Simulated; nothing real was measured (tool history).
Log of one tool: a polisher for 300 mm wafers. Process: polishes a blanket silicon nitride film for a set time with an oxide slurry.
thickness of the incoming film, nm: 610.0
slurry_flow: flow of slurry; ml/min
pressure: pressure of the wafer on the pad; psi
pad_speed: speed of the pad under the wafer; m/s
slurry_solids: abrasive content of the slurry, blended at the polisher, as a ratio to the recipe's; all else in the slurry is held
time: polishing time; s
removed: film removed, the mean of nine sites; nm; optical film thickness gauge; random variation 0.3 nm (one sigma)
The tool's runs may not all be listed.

run 1 hour=0.0 | slurry_flow=245 pressure=4.1 pad_speed=1.02 slurry_solids=1.0 time=44 | removed=36.311
run 2 hour=7.4 | slurry_flow=245 pressure=3.9 pad_speed=1.02 slurry_solids=1.0 time=44 | removed=35.196
run 3 hour=8.2 | slurry_flow=245 pressure=3.7 pad_speed=1.02 slurry_solids=1.0 time=44 | removed=33.197
run 4 hour=14.8 | slurry_flow=245 pressure=3.5 pad_speed=1.02 slurry_solids=1.0 time=44 | removed=31.506
run 5 hour=22.3 | slurry_flow=245 pressure=3.3 pad_speed=1.02 slurry_solids=1.0 time=44 | removed=30.505
run 6 hour=26.9 | slurry_flow=245 pressure=3.3 pad_speed=1.02 slurry_solids=1.0 time=44 | removed=30.065
run 7 hour=29.8 | slurry_flow=245 pressure=3.2 pad_speed=1.02 slurry_solids=1.0 time=44 | removed=29.773
run 8 hour=30.7 | slurry_flow=245 pressure=3.1 pad_speed=1.02 slurry_solids=1.0 time=44 | removed=28.884

The next listed run, before its measurement:
run 9 hour=36.9 | slurry_flow=245 pressure=2.0 pad_speed=1.00 slurry_solids=1.0 time=44 | removed=?

Run 9 gave removed 20.862 nm.
